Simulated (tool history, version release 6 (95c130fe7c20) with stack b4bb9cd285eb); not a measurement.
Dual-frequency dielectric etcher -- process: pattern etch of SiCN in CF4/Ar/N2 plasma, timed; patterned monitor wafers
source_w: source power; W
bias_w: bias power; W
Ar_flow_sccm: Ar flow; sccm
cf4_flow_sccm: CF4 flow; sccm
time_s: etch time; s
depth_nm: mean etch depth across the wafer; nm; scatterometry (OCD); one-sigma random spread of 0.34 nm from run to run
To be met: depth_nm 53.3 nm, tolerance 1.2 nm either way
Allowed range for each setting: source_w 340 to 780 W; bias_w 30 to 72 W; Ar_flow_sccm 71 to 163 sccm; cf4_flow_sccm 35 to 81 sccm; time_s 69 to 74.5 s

run	hour	source_w	bias_w	Ar_flow_sccm	cf4_flow_sccm	time_s	depth_nm
1	0	560	51	117	58	74.5	66.962
2	7.8	520	51	117	58	74.5	62.227
3	11.5	520	51	117	54	74.5	61.2
4	20.2	520	51	131	54	74.5	59.645
5	28	520	51	131	54	74.5	59.249
6	30.1	570	51	131	54	74.5	64.039
7	38.9	540	51	131	54	74.5	61.446
8	47.8	520	51	131	54	74.5	59.721
9	50.6	500	51	131	54	74.5	57.053
10	56.4	500	51	131	54	74.5	57.743
# hour 58.8: Ar flow controller replaced
11	58.8	490	51	131	54	74.5	57.215
12	64.6	440	50	131	54	74.5	51.202

Which of these 4 next moves meets every target?
A	70.4	470	50	124	61	74	?
B	70.4	440	48	126	53	70	?
C	70.4	450	45	127	70	74.5	?
D	70.4	440	49	106	53	69	?

move	depth_nm
A	56.949
B	47.651
C	53.606
D	49.722
A: the result that was furthest off in the last run now lies on the other side of its target
B: misses by more than the last run did
C: in spec on every target
D: misses by more than the last run did
Go with C: it meets all targets.
